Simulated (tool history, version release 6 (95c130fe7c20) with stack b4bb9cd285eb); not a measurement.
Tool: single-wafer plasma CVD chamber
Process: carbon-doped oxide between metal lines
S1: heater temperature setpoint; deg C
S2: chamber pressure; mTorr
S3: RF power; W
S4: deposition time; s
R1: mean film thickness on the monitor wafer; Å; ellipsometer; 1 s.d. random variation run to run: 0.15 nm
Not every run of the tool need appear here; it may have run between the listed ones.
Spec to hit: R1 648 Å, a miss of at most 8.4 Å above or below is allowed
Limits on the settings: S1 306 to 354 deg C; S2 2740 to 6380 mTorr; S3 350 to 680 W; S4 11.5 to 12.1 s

{"run": 1, "hour": 0.0, "S1": 330, "S2": 4560, "S3": 515, "S4": 12.1, "R1": 757.26}
{"run": 2, "hour": 1.8, "S1": 330, "S2": 4560, "S3": 475, "S4": 12.1, "R1": 726.18}
{"run": 3, "hour": 3.2, "S1": 334, "S2": 4320, "S3": 470, "S4": 12.1, "R1": 707.84}
{"run": 4, "hour": 6.1, "S1": 337, "S2": 4120, "S3": 465, "S4": 12.1, "R1": 689.53}
{"run": 5, "hour": 8.3, "S1": 340, "S2": 4040, "S3": 465, "S4": 12.1, "R1": 678.77}
{"run": 6, "hour": 13.7, "S1": 330, "S2": 4040, "S3": 465, "S4": 12.1, "R1": 705.2}
{"run": 7, "hour": 17.4, "S1": 330, "S2": 4040, "S3": 465, "S4": 12.1, "R1": 706.23}
{"run": 8, "hour": 24.0, "S1": 330, "S2": 4040, "S3": 465, "S4": 12.1, "R1": 705}
{"run": 9, "hour": 24.9, "S1": 342, "S2": 3440, "S3": 460, "S4": 12.1, "R1": 662.29}
{"run": 10, "hour": 31.5, "S1": 343, "S2": 3410, "S3": 460, "S4": 12.1, "R1": 659.15}

Below are 4 possible settings for the next run. Only one of them brings all results inside the allowed miss of their targets. Which is it?
{"run": "A", "hour": 38.1, "S1": 341, "S2": 3550, "S3": 450, "S4": 11.9, "R1": "?"}
{"run": "B", "hour": 38.1, "S1": 341, "S2": 3500, "S3": 465, "S4": 12.1, "R1": "?"}
{"run": "C", "hour": 38.1, "S1": 341, "S2": 2740, "S3": 480, "S4": 11.5, "R1": "?"}
{"run": "D", "hour": 38.1, "S1": 339, "S2": 2990, "S3": 480, "S4": 11.9, "R1": "?"}

move=A R1=645.45
move=B R1=667.17
move=C R1=633.38
move=D R1=662.94
A: all results land within tolerance of their targets
B: its largest miss is bigger than the last run's
C: moves the result that the last run missed by most past its target, out the other side
D: its largest miss is bigger than the last run's
The right move is A.

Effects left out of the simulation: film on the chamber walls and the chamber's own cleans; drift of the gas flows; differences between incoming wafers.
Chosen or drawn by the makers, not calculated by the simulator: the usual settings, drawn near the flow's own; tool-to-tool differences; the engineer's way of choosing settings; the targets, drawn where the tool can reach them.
